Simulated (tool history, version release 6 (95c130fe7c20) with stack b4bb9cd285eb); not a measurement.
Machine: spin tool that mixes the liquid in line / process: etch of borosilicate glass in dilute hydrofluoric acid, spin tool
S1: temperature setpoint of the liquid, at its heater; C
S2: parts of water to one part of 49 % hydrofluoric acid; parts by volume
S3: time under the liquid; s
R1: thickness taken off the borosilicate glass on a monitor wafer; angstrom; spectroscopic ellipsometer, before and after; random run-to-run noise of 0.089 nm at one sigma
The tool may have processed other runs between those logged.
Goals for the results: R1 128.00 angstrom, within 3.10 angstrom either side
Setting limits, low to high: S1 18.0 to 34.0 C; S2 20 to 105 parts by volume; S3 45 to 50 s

{"run": 1, "hour": 0.0, "S1": 26.0, "S2": 55, "S3": 45, "R1": 193.08}
{"run": 2, "hour": 0.7, "S1": 26.0, "S2": 55, "S3": 45, "R1": 192.06}
{"run": 3, "hour": 7.4, "S1": 26.0, "S2": 45, "S3": 45, "R1": 240.99}
{"run": 4, "hour": 15.7, "S1": 24.0, "S2": 50, "S3": 45, "R1": 196.63}
{"run": 5, "hour": 18.5, "S1": 24.0, "S2": 35, "S3": 45, "R1": 290.5}
{"run": 6, "hour": 25.2, "S1": 24.0, "S2": 35, "S3": 45, "R1": 286.87}
{"run": 7, "hour": 29.9, "S1": 22.5, "S2": 40, "S3": 45, "R1": 233.33}
{"hour": 34.3, "done": "thermometer replaced"}
{"run": 8, "hour": 34.3, "S1": 21.5, "S2": 45, "S3": 45, "R1": 212.21}
{"run": 9, "hour": 37.2, "S1": 20.5, "S2": 50, "S3": 45, "R1": 184.77}

Exercise: of the 5 proposed moves below, exactly one satisfies all targets within the stated allowed misses. Which move is it?
{"run": "A", "hour": 40.1, "S1": 18.0, "S2": 60, "S3": 45, "R1": "?"}
{"run": "B", "hour": 40.1, "S1": 24.5, "S2": 45, "S3": 50, "R1": "?"}
{"run": "C", "hour": 40.1, "S1": 18.0, "S2": 70, "S3": 50, "R1": "?"}
{"run": "D", "hour": 40.1, "S1": 20.5, "S2": 40, "S3": 50, "R1": "?"}
{"run": "E", "hour": 40.1, "S1": 20.0, "S2": 35, "S3": 50, "R1": "?"}

move=A R1=134.44
move=B R1=266.58
move=C R1=126.61
move=D R1=255.28
move=E R1=287.31
A: moves toward the targets from the last run without getting all of them in spec
B: moves away from the targets compared with the last run
C: hits every target within its allowed miss
D: moves away from the targets compared with the last run
E: moves away from the targets compared with the last run
The right move is C.
